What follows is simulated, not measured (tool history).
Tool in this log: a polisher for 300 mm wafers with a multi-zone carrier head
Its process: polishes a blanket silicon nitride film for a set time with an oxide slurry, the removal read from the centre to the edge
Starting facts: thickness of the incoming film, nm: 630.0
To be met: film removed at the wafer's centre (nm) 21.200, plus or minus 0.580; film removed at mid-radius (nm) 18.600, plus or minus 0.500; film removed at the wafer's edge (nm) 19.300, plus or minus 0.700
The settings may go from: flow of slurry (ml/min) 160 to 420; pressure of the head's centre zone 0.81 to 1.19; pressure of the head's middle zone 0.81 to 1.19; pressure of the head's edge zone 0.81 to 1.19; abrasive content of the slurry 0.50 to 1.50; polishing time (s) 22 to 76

run,hour,flow of slurry (ml/min),pressure of the head's centre zone,pressure of the head's middle zone,pressure of the head's edge zone,abrasive content of the slurry,polishing time (s),film removed at the wafer's centre (nm),film removed at mid-radius (nm),film removed at the wafer's edge (nm)
1,0.0,270,1.00,1.00,1.00,1.00,49,27.332,27.483,27.610
2,9.0,270,1.01,0.96,0.96,0.85,48,24.816,24.516,23.751
3,10.6,220,1.01,0.96,0.96,0.85,48,24.113,23.250,23.879
4,18.1,220,1.01,0.96,0.96,0.90,48,24.721,24.244,24.833
5,20.1,220,1.01,0.96,0.92,0.90,48,24.825,24.278,23.813
6,24.4,210,1.01,0.92,0.90,0.85,48,23.829,22.674,23.059
7,32.4,210,1.02,0.89,0.88,0.80,48,23.337,21.422,21.887
8,37.9,195,1.00,0.81,0.81,0.65,48,19.841,17.430,18.976
9,40.8,215,1.01,0.82,0.81,0.65,48,20.871,17.633,18.757
10,42.3,215,1.01,0.83,0.82,0.65,48,20.818,17.933,18.836

4 next moves are on the table. One of them brings every result within its allowed miss. Which?
A,43.8,250,1.10,0.86,0.84,0.60,46,?,?,?
B,43.8,165,1.05,0.88,0.84,0.80,44,?,?,?
C,43.8,165,1.03,0.81,0.81,0.65,49,?,?,?
D,43.8,170,0.99,0.86,0.85,0.85,47,?,?,?

move,film removed at the wafer's centre (nm),film removed at mid-radius (nm),film removed at the wafer's edge (nm)
A,21.181,17.188,17.895
B,21.265,18.568,19.257
C,20.682,17.212,18.819
D,22.220,20.195,21.428
A: lands further from the targets than the last run did
B: all results land within tolerance of their targets
C: lands further from the targets than the last run did
D: the result that was furthest off in the last run now lies on the other side of its target
Go with B: it meets all targets.
